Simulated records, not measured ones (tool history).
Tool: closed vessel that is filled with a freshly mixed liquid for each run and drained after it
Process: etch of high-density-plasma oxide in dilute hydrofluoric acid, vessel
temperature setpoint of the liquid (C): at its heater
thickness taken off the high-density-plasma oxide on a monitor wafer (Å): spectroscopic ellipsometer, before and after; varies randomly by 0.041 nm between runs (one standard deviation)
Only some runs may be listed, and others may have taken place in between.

run	hour	temperature setpoint of the liquid (C)	parts of water to one part of 49 % hydrofluoric acid (parts by volume)	time in the liquid (s)	thickness taken off the high-density-plasma oxide on a monitor wafer (Å)
1	0.0	22.0	295	1195	198.98
2	4.2	20.5	320	1195	170.06
3	8.2	19.5	335	1195	154.33
4	10.4	18.5	345	1195	144.09
5	16.1	18.0	355	1195	135.44
6	21.7	18.0	355	1195	134.69
7	30.6	17.5	360	1195	130.30

Estimate the outcome of run 8 from the log above:
8	38.6	17.5	360	1195	?

Run 8 gave thickness taken off the high-density-plasma oxide on a monitor wafer (Å) 131.18.
